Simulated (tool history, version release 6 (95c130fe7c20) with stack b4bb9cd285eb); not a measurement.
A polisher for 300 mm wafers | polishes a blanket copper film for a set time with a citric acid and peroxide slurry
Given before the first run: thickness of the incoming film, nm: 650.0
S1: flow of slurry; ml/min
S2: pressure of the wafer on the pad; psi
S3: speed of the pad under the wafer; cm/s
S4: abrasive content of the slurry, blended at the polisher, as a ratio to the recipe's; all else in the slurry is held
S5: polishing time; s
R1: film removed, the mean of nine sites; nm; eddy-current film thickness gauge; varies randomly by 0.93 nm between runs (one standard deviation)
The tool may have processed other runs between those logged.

{"run": 1, "hour": 0.0, "S1": 185, "S2": 3.8, "S3": 92, "S4": 1, "S5": 98, "R1": 225.19}
{"run": 2, "hour": 5.3, "S1": 185, "S2": 3.5, "S3": 88, "S4": 1, "S5": 98, "R1": 199.99}
{"run": 3, "hour": 13.9, "S1": 185, "S2": 3.2, "S3": 84, "S4": 1, "S5": 98, "R1": 175.68}
{"run": 4, "hour": 20.1, "S1": 185, "S2": 3.7, "S3": 84, "S4": 1, "S5": 98, "R1": 201.39}
{"run": 5, "hour": 24.8, "S1": 185, "S2": 3.4, "S3": 82, "S4": 1, "S5": 98, "R1": 178.31}
{"run": 6, "hour": 32.1, "S1": 185, "S2": 3.1, "S3": 80, "S4": 1, "S5": 98, "R1": 163.57}
{"run": 7, "hour": 33.6, "S1": 185, "S2": 2.9, "S3": 78, "S4": 1, "S5": 98, "R1": 149.3}
{"run": 8, "hour": 36.3, "S1": 185, "S2": 2.7, "S3": 76, "S4": 1, "S5": 98, "R1": 133.67}
{"run": 9, "hour": 37.6, "S1": 185, "S2": 2.5, "S3": 76, "S4": 1, "S5": 98, "R1": 125.93}
{"run": 10, "hour": 44.9, "S1": 185, "S2": 2.4, "S3": 76, "S4": 1, "S5": 98, "R1": 122.64}

Run 11, settings as shown, results not yet in. Your forecast:
{"run": 11, "hour": 45.9, "S1": 185, "S2": 2.3, "S3": 76, "S4": 1, "S5": 98, "R1": "?"}

R1: 114.21 nm
